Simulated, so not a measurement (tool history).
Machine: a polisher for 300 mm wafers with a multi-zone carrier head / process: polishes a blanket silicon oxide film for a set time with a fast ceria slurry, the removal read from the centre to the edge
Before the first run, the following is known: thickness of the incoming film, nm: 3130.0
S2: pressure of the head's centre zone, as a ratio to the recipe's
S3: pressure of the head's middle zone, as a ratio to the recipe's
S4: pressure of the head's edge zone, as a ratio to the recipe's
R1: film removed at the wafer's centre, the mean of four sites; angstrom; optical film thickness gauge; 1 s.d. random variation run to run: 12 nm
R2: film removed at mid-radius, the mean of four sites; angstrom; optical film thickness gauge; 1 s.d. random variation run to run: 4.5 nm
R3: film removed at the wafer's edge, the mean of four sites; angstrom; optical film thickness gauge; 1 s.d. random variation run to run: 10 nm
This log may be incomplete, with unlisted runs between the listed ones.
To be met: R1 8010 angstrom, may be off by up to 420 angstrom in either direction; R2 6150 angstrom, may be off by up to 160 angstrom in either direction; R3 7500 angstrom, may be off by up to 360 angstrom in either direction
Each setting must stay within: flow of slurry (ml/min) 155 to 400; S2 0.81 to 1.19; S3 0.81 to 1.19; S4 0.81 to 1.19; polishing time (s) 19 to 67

{"run": 1, "hour": 0.0, "flow of slurry (ml/min)": 255, "S2": 1, "S3": 1, "S4": 1, "polishing time (s)": 43, "R1": 5506.2, "R2": 5474.9, "R3": 5586.5}
{"run": 2, "hour": 7.0, "flow of slurry (ml/min)": 260, "S2": 1.05, "S3": 0.97, "S4": 1.05, "polishing time (s)": 46, "R1": 6172.9, "R2": 5662.7, "R3": 6094.4}
{"run": 3, "hour": 8.1, "flow of slurry (ml/min)": 260, "S2": 1.05, "S3": 0.97, "S4": 1.05, "polishing time (s)": 50, "R1": 6764.3, "R2": 6212.5, "R3": 6653.3}
{"run": 4, "hour": 16.3, "flow of slurry (ml/min)": 265, "S2": 1.08, "S3": 0.94, "S4": 1.09, "polishing time (s)": 51, "R1": 6953.1, "R2": 6053.3, "R3": 6714.8}
{"run": 5, "hour": 18.1, "flow of slurry (ml/min)": 265, "S2": 1.1, "S3": 0.91, "S4": 1.12, "polishing time (s)": 53, "R1": 7430.7, "R2": 6214.7, "R3": 7191.2}
{"run": 6, "hour": 19.1, "flow of slurry (ml/min)": 265, "S2": 1.1, "S3": 0.91, "S4": 1.12, "polishing time (s)": 49, "R1": 7097.5, "R2": 5731.2, "R3": 6539.9}
{"run": 7, "hour": 26.9, "flow of slurry (ml/min)": 265, "S2": 1.1, "S3": 0.91, "S4": 1.12, "polishing time (s)": 49, "R1": 6942.5, "R2": 5709.8, "R3": 6680.5}
{"run": 8, "hour": 30.2, "flow of slurry (ml/min)": 270, "S2": 1.12, "S3": 0.9, "S4": 1.14, "polishing time (s)": 50, "R1": 6976.8, "R2": 5812.5, "R3": 6718.6}
{"run": 9, "hour": 34.0, "flow of slurry (ml/min)": 265, "S2": 1.12, "S3": 0.88, "S4": 1.14, "polishing time (s)": 52, "R1": 7683.2, "R2": 5983.4, "R3": 7000.1}

Which of these 5 next moves meets every target?
{"run": "A", "hour": 37.8, "flow of slurry (ml/min)": 285, "S2": 0.98, "S3": 0.84, "S4": 1.19, "polishing time (s)": 53, "R1": "?", "R2": "?", "R3": "?"}
{"run": "B", "hour": 37.8, "flow of slurry (ml/min)": 280, "S2": 1.11, "S3": 1, "S4": 1.12, "polishing time (s)": 50, "R1": "?", "R2": "?", "R3": "?"}
{"run": "C", "hour": 37.8, "flow of slurry (ml/min)": 310, "S2": 1, "S3": 0.92, "S4": 1.13, "polishing time (s)": 55, "R1": "?", "R2": "?", "R3": "?"}
{"run": "D", "hour": 37.8, "flow of slurry (ml/min)": 315, "S2": 1.13, "S3": 0.86, "S4": 1.19, "polishing time (s)": 54, "R1": "?", "R2": "?", "R3": "?"}
{"run": "E", "hour": 37.8, "flow of slurry (ml/min)": 285, "S2": 1.13, "S3": 0.92, "S4": 1.08, "polishing time (s)": 55, "R1": "?", "R2": "?", "R3": "?"}

move=A R1=6663.4 R2=5810.6 R3=7282.9
move=B R1=7119.1 R2=6321.3 R3=6707.8
move=C R1=7130.4 R2=6557.9 R3=7469.6
move=D R1=7928.4 R2=6094.1 R3=7477.6
move=E R1=7986 R2=6496.1 R3=7310.7
A: brings the result that was furthest off to its target, and leaves another outside
B: the biggest miss grows against the last run
C: brings the result that was furthest off to its target, and leaves another outside
D: every result within its allowed miss
E: brings the result that was furthest off to its target, and leaves another outside
Answer: D
